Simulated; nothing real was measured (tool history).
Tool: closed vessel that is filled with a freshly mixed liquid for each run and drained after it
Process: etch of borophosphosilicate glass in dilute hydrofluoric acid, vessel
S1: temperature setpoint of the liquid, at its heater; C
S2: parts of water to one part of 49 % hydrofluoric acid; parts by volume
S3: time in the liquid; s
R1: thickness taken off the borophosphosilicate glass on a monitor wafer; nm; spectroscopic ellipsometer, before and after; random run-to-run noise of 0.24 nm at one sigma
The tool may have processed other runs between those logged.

| run | day | S1 | S2 | S3 | R1 |
|---|---|---|---|---|---|
| 1 | 0.000 | 25.0 | 105 | 100 | 57.153 |
| 2 | 0.025 | 27.0 | 105 | 100 | 62.130 |
| 3 | 0.071 | 28.5 | 105 | 100 | 65.696 |
| 4 | 0.392 | 29.5 | 105 | 100 | 68.162 |
| 5 | 0.600 | 30.5 | 105 | 100 | 71.469 |
| 6 | 0.812 | 30.5 | 80 | 100 | 96.852 |
| 7 | 1.133 | 28.5 | 80 | 100 | 89.572 |
| 8 | 1.404 | 27.0 | 80 | 100 | 84.232 |
| 9 | 1.642 | 26.0 | 80 | 100 | 81.280 |

Run 10 is up next; what results do you expect?
| 10 | 1.775 | 25.5 | 80 | 100 | ? |

Run 10 measured R1 79.257 nm.
